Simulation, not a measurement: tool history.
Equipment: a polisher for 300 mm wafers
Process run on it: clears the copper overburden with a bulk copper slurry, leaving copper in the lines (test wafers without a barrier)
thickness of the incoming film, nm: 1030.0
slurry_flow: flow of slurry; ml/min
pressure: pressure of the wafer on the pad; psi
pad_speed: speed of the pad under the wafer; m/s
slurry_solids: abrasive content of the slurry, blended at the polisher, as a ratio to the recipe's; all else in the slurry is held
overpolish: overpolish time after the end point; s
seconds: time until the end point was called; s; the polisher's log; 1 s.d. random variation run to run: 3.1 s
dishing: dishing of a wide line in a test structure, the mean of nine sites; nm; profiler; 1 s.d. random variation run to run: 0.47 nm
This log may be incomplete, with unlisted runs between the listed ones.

{"run": 1, "hour": 0.0, "slurry_flow": 235, "pressure": 2.6, "pad_speed": 0.98, "slurry_solids": 1, "overpolish": 19, "seconds": 124.61, "dishing": 78.291}
{"run": 2, "hour": 1.6, "slurry_flow": 235, "pressure": 2.6, "pad_speed": 0.98, "slurry_solids": 0.9, "overpolish": 19, "seconds": 127.11, "dishing": 76.421}
{"run": 3, "hour": 5.8, "slurry_flow": 235, "pressure": 2.5, "pad_speed": 0.96, "slurry_solids": 0.9, "overpolish": 18, "seconds": 136.48, "dishing": 70.423}
{"run": 4, "hour": 6.8, "slurry_flow": 235, "pressure": 2.5, "pad_speed": 0.96, "slurry_solids": 1.05, "overpolish": 18, "seconds": 131.2, "dishing": 70.649}
{"run": 5, "hour": 11.1, "slurry_flow": 235, "pressure": 2.5, "pad_speed": 0.96, "slurry_solids": 1.05, "overpolish": 11, "seconds": 129.72, "dishing": 51.771}
{"run": 6, "hour": 19.9, "slurry_flow": 230, "pressure": 2.3, "pad_speed": 0.94, "slurry_solids": 1.05, "overpolish": 12, "seconds": 144.62, "dishing": 50.052}
{"run": 7, "hour": 22.5, "slurry_flow": 230, "pressure": 2.3, "pad_speed": 0.94, "slurry_solids": 1.05, "overpolish": 12, "seconds": 144.12, "dishing": 50.748}

Run 8 comes next. What will it give?
{"run": 8, "hour": 26.1, "slurry_flow": 225, "pressure": 1.6, "pad_speed": 0.8, "slurry_solids": 1.05, "overpolish": 18, "seconds": "?", "dishing": "?"}

seconds: 239.99 s
dishing: 45.471 nm
